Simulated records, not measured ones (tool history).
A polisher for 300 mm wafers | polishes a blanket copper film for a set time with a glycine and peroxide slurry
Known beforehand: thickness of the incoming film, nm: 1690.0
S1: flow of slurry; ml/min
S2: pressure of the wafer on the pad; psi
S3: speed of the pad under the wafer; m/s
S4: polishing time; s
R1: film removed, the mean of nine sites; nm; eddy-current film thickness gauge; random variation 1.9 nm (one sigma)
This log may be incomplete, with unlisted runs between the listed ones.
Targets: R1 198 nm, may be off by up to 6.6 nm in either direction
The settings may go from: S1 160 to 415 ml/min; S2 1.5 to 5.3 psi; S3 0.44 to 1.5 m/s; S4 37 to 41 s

run  hour   S1   S2    S3  S4      R1
  1     0  265  3.4  0.96  41  308.71
  2   5.2  265    3  0.96  41  275.48
  3  10.5  265  2.8  0.96  41  271.67
  4  11.2  300  2.8  0.96  41  269.33
  5  18.3  300  2.6  0.96  41  253.09
  6  23.3  300  2.5  0.96  41  248.17
  7  28.2  300  2.4  0.96  41   236.6
  8  29.1  300  2.3  0.96  41  232.91
  9  32.1  295  1.5  0.94  41  170.09
 10  33.7  300  1.5  0.94  41  169.62
 11  42.1  300  1.5  0.94  41  174.26
 12    50  305  1.5  0.94  41  172.57
 13  52.3  310  1.5  0.94  41  173.74
 14  58.2  315  1.5  0.94  41  169.46
 15  60.1  315  1.6  0.94  41  179.66
 16  67.2  320  1.6  0.94  41   180.3
 17  71.1  325  1.6  0.94  41  181.96
 18  75.6  330  1.6  0.94  41   177.4

Exercise: of the 4 proposed moves below, exactly one satisfies all targets within the stated allowed misses. Which move is it?
  A  80.1  355  1.5  0.96  39   ?
  B  80.1  360  1.6   0.9  38   ?
  C  80.1  320  2.6  0.64  41   ?
  D  80.1  395  1.7  1.08  38   ?

move      R1
   A  166.53
   B  161.36
   C  184.14
   D  193.61
A: lands further from the targets than the last run did
B: lands further from the targets than the last run did
C: nearer the targets than the last run, but a result is still out of spec
D: each result inside its tolerance
D is the move that brings every result within its allowed miss.

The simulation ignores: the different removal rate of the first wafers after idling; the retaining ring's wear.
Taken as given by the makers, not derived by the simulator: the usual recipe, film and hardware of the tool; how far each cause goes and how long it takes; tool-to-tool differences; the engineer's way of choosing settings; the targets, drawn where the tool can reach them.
